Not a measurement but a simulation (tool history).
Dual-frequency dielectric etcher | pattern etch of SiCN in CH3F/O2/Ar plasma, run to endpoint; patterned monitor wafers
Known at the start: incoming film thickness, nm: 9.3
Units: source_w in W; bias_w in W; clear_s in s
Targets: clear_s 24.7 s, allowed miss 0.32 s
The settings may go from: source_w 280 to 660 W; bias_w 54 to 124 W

{"run": 1, "day": 0.0, "source_w": 470, "bias_w": 89, "clear_s": 21.301}
{"run": 2, "day": 0.308, "source_w": 450, "bias_w": 89, "clear_s": 21.658}
{"run": 3, "day": 0.579, "source_w": 490, "bias_w": 89, "clear_s": 20.98}
{"run": 4, "day": 0.825, "source_w": 470, "bias_w": 89, "clear_s": 21.353}
{"run": 5, "day": 1.05, "source_w": 450, "bias_w": 89, "clear_s": 21.754}
{"run": 6, "day": 1.175, "source_w": 430, "bias_w": 89, "clear_s": 22.001}
{"day": 1.475, "done": "source power generator calibrated"}
{"run": 7, "day": 1.475, "source_w": 410, "bias_w": 89, "clear_s": 22.416}
{"run": 8, "day": 1.517, "source_w": 400, "bias_w": 89, "clear_s": 22.507}
{"run": 9, "day": 1.7, "source_w": 390, "bias_w": 89, "clear_s": 22.726}

Which of these 4 next moves meets every target?
{"run": "A", "day": 1.883, "source_w": 340, "bias_w": 60, "clear_s": "?"}
{"run": "B", "day": 1.883, "source_w": 540, "bias_w": 70, "clear_s": "?"}
{"run": "C", "day": 1.883, "source_w": 330, "bias_w": 79, "clear_s": "?"}
{"run": "D", "day": 1.883, "source_w": 380, "bias_w": 73, "clear_s": "?"}

move=A clear_s=25.539
move=B clear_s=20.809
move=C clear_s=24.649
move=D clear_s=23.673
A: takes the result that was furthest off past its target
B: further off than the last run
C: meets every target
D: nearer than the last run, and not there yet
The right move is C.
